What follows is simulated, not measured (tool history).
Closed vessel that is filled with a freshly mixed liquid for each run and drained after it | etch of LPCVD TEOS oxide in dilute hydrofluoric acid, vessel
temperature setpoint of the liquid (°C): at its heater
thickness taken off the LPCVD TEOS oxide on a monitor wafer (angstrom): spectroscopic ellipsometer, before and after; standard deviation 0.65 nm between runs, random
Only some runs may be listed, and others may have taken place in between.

| run | hour | temperature setpoint of the liquid (°C) | parts of water to one part of 49 % hydrofluoric acid (parts by volume) | time in the liquid (s) | thickness taken off the LPCVD TEOS oxide on a monitor wafer (angstrom) |
|---|---|---|---|---|---|
| 1 | 0 | 26 | 105 | 95 | 345.19 |
| 2 | 2.4 | 26 | 90 | 95 | 409.41 |
| 3 | 3.5 | 27 | 80 | 95 | 485.61 |
| 4 | 4.7 | 30.5 | 80 | 95 | 556.13 |
| 5 | 6.1 | 30.5 | 110 | 95 | 383.3 |
| 6 | 11.7 | 29 | 110 | 95 | 364.53 |
| 7 | 15.8 | 30 | 100 | 95 | 424.72 |
| 8 | 19.8 | 30.5 | 90 | 95 | 479.02 |
| 9 | 25.5 | 31 | 80 | 95 | 559.37 |
| 10 | 26.7 | 31.5 | 75 | 95 | 623.01 |

Estimate the outcome of run 11 from the log above:
| 11 | 32.8 | 31.5 | 75 | 95 | ? |

{"run 11": {"thickness taken off the LPCVD TEOS oxide on a monitor wafer (angstrom)": 609.02}}
